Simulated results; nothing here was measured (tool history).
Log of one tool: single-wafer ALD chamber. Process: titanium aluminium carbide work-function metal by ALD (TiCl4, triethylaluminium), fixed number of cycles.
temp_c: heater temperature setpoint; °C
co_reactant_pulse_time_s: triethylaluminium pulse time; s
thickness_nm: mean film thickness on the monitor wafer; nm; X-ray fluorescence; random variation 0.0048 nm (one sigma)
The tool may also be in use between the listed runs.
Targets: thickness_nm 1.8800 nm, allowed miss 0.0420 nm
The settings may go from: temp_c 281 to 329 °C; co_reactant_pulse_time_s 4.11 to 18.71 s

run,hour,temp_c,co_reactant_pulse_time_s,thickness_nm
1,0.0,305,11.41,2.1174
2,0.9,295,11.41,2.0430
3,5.9,292,10.59,2.0041
4,7.0,290,10.06,1.9691
5,10.3,290,12.42,2.0219
6,13.2,284,12.42,1.9643
7,21.2,283,11.75,1.9462
8,22.5,281,8.10,1.8284
9,23.6,281,8.10,1.8259

5 next moves are on the table. One of them brings every result within its allowed miss. Which?
A,24.7,283,8.81,?
B,24.7,284,7.30,?
C,24.7,292,9.43,?
D,24.7,287,12.63,?
E,24.7,281,6.81,?

move,thickness_nm
A,1.8758
B,1.7989
C,1.9674
D,1.9891
E,1.7379
A: meets every target
B: further off than the last run
C: takes the result that was furthest off past its target
D: takes the result that was furthest off past its target
E: further off than the last run
The right move is A.
